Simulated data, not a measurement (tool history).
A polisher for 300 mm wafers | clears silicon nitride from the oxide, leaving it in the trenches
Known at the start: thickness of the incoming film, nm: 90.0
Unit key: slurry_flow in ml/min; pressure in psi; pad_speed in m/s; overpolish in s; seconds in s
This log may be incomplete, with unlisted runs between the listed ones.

run,hour,slurry_flow,pressure,pad_speed,overpolish,seconds
1,0,210,2.9,0.76,27,153.96
2,3.9,210,3.6,0.76,27,123.56
3,11.2,210,3.2,0.74,27,136.07
4,19.4,210,3.7,0.74,27,122.26
5,26.1,210,3.3,0.72,27,140.73
6,33,180,3.3,0.72,27,145.47

Predict the results of run 7:
7,41.1,180,3,0.7,27,?

Run 7 came out at seconds 162.05 s.

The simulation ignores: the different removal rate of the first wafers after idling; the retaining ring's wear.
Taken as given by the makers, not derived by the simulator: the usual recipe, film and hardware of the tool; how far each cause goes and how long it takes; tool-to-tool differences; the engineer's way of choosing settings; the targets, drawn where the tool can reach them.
